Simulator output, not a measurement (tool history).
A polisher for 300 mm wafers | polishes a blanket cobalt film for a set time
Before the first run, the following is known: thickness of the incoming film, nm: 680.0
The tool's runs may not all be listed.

run,hour,flow of slurry (ml/min),pressure of the wafer on the pad (kPa),speed of the pad under the wafer (m/s),polishing time (s),film removed (nm)
1,0.0,310,11.0,1.14,63,342.84
2,8.8,310,11.0,0.92,63,276.43
3,12.0,305,9.7,0.92,63,242.05
4,15.7,300,8.3,0.92,63,208.80
5,22.4,260,8.3,0.92,63,206.06
6,28.3,260,8.3,0.76,63,172.36
7,32.3,250,8.3,0.76,63,170.87

For run 8, what comes out?
8,33.5,240,8.3,0.76,63,?

film removed (nm): 173.56
